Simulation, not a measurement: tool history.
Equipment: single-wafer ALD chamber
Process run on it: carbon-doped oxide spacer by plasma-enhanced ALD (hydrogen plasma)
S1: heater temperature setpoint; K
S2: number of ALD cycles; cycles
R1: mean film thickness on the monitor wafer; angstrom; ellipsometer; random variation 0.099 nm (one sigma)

{"run": 1, "hour": 0.0, "S1": 673.15, "S2": 525, "R1": 280.63}
{"run": 2, "hour": 3.1, "S1": 673.15, "S2": 566, "R1": 301.74}
{"run": 3, "hour": 9.2, "S1": 673.15, "S2": 593, "R1": 316.9}
{"run": 4, "hour": 15.3, "S1": 665.15, "S2": 593, "R1": 312.91}
{"run": 5, "hour": 19.6, "S1": 665.15, "S2": 667, "R1": 353.28}
{"run": 6, "hour": 21.7, "S1": 655.15, "S2": 667, "R1": 359.53}
{"run": 7, "hour": 27.3, "S1": 655.15, "S2": 667, "R1": 357.98}
{"run": 8, "hour": 33.6, "S1": 655.15, "S2": 619, "R1": 330.13}
{"run": 9, "hour": 41.5, "S1": 655.15, "S2": 579, "R1": 310.37}
{"run": 10, "hour": 49.3, "S1": 656.15, "S2": 545, "R1": 290.58}
{"run": 11, "hour": 52.3, "S1": 656.15, "S2": 518, "R1": 276.16}
{"run": 12, "hour": 60.3, "S1": 656.15, "S2": 496, "R1": 262.1}

What does the tool deliver on the next run?
{"run": 13, "hour": 62.9, "S1": 656.15, "S2": 480, "R1": "?"}

R1: 257.89 angstrom
